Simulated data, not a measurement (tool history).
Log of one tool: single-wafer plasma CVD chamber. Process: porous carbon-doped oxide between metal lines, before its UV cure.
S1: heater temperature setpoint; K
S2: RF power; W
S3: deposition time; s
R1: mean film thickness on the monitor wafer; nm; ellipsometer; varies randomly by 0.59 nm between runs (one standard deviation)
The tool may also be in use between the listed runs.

run	day	S1	S2	S3	R1
1	0.000	588.15	410	36.7	149.05
2	0.300	592.15	410	36.7	145.12
3	0.404	585.15	410	36.7	150.02
4	0.571	588.15	405	36.7	146.81
5	0.792	588.15	405	37.9	151.40
6	0.992	591.15	400	37.9	146.88

Run 7 has not been measured yet. What should we expect?
7	1.129	593.15	400	37.9	?

Run 7 gave R1 146.75 nm.
